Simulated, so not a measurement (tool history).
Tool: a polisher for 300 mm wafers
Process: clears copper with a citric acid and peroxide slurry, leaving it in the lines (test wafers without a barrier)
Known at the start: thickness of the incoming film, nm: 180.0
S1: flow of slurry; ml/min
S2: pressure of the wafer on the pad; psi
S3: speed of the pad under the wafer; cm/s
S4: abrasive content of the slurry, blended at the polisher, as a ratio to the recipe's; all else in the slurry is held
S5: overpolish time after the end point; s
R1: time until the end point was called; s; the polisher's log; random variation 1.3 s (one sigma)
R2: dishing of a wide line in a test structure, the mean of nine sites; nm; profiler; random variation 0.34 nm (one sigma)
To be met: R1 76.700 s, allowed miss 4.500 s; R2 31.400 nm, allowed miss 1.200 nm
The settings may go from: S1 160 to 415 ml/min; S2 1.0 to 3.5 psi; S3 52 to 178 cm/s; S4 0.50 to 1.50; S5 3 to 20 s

run  hour   S1   S2   S3    S4  S5      R1      R2
  1   0.0  265  2.2  114  1.00  10  96.523  15.002
  2   2.0  265  2.2  114  1.15  10  89.553  15.776
  3   9.1  260  2.4  114  1.10  12  84.585  20.211
  4  13.1  255  2.5  114  1.05  13  81.444  21.967
  5  14.8  255  2.9  114  1.05  13  70.379  25.637
  6  19.4  255  2.8  114  1.05  14  74.245  26.472
  7  21.8  255  2.8  114  1.05  15  71.711  27.535
  8  25.5  250  2.7  114  1.05  16  75.845  28.912
  9  28.2  245  2.7  114  1.05  17  77.953  29.813
 10  34.0  260  2.7  114  1.05  17  75.173  30.054
 11  41.5  250  2.7  114  1.05  17  77.307  29.936
 12  43.4  245  2.7  114  1.05  17  77.171  29.905

Which of these 5 next moves meets every target?
  A  45.3  280  2.4  142  1.25  18   ?   ?
  B  45.3  270  2.6  114  1.15  18   ?   ?
  C  45.3  235  2.5  116  1.15  17   ?   ?
  D  45.3  305  2.9  118  1.00  16   ?   ?
  E  45.3  230  2.8  112  1.00  16   ?   ?

move      R1      R2
   A  67.212  35.113
   B  77.330  31.376
   C  80.307  28.841
   D  69.682  31.206
   E  77.538  28.383
A: takes the result that was furthest off past its target
B: meets every target
C: further off than the last run
D: brings the result that was furthest off to its target, and leaves another outside
E: further off than the last run
Answer: B

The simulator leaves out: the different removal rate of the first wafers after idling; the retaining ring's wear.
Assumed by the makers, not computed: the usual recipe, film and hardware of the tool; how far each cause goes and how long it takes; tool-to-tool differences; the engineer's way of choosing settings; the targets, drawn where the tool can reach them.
